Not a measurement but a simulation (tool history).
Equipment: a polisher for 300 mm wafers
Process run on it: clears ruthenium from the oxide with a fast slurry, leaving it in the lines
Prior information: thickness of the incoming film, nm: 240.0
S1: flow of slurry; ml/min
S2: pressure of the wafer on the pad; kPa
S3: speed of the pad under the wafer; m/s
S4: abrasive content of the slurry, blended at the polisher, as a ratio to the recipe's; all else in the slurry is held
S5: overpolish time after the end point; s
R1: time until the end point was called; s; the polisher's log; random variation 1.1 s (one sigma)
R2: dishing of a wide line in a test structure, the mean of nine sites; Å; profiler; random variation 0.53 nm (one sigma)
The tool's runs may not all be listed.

{"run": 1, "hour": 0.0, "S1": 290, "S2": 17.9, "S3": 1.16, "S4": 1.0, "S5": 17, "R1": 59.514, "R2": 527.39}
{"run": 2, "hour": 6.6, "S1": 290, "S2": 16.5, "S3": 1.16, "S4": 1.0, "S5": 17, "R1": 65.379, "R2": 490.3}
{"run": 3, "hour": 8.1, "S1": 290, "S2": 15.9, "S3": 1.16, "S4": 1.0, "S5": 16, "R1": 66.725, "R2": 454.8}
{"run": 4, "hour": 8.9, "S1": 290, "S2": 15.9, "S3": 1.16, "S4": 1.1, "S5": 16, "R1": 65.114, "R2": 466.35}
{"run": 5, "hour": 12.6, "S1": 290, "S2": 15.9, "S3": 1.16, "S4": 1.1, "S5": 12, "R1": 65.454, "R2": 355.03}
{"run": 6, "hour": 15.9, "S1": 290, "S2": 15.9, "S3": 1.16, "S4": 0.95, "S5": 12, "R1": 70.455, "R2": 335.94}
{"run": 7, "hour": 21.7, "S1": 290, "S2": 15.2, "S3": 1.16, "S4": 0.95, "S5": 13, "R1": 71.955, "R2": 361.02}
{"run": 8, "hour": 24.0, "S1": 290, "S2": 14.5, "S3": 1.16, "S4": 0.95, "S5": 14, "R1": 75.443, "R2": 357.09}
{"run": 9, "hour": 31.9, "S1": 290, "S2": 14.5, "S3": 1.16, "S4": 0.95, "S5": 15, "R1": 74.531, "R2": 386.7}
{"hour": 40.7, "done": "worn pad replaced by a new one"}
{"run": 10, "hour": 40.7, "S1": 290, "S2": 13.8, "S3": 1.16, "S4": 0.95, "S5": 16, "R1": 73.938, "R2": 398.6}

For run 11, what comes out?
{"run": 11, "hour": 43.7, "S1": 290, "S2": 12.4, "S3": 1.14, "S4": 0.95, "S5": 17, "R1": "?", "R2": "?"}

R1: 83.973 s
R2: 394.75 Å
